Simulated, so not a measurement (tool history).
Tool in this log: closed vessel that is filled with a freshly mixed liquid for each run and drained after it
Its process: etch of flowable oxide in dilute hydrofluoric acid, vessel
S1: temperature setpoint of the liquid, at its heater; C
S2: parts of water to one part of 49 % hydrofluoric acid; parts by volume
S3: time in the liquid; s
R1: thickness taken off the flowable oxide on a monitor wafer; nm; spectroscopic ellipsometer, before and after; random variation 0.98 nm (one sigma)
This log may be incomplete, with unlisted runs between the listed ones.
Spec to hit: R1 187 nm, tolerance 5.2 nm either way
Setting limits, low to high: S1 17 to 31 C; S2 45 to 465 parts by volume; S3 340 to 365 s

run  hour    S1   S2   S3      R1
  1     0    23  255  340  49.938
  2   2.7  25.5  185  340  80.967
  3  11.4  28.5  185  340   90.27
  4  14.7    27  185  340  86.625
  5  17.9  28.5  145  340  122.25
  6  22.6  28.5  145  340  121.63
  7  29.2  29.5  125  340  149.99
  8  32.8    30  115  340   169.4
  9  36.5  30.5  115  340  172.26
 10  44.8  30.5  110  340  181.49

Next run, 5 choices. One meets every target within its allowed miss, the rest don't. Which?
  A  53.1  30.5  120  365   ?
  B  53.1    31  120  365   ?
  C  53.1  29.5  110  365   ?
  D  53.1    31  120  360   ?
  E  53.1  25.5  100  355   ?

move      R1
   A  175.18
   B  178.41
   C  186.72
   D  175.97
   E  173.73
A: moves away from the targets compared with the last run
B: moves away from the targets compared with the last run
C: every result lands within tolerance
D: moves away from the targets compared with the last run
E: moves away from the targets compared with the last run
Answer: C

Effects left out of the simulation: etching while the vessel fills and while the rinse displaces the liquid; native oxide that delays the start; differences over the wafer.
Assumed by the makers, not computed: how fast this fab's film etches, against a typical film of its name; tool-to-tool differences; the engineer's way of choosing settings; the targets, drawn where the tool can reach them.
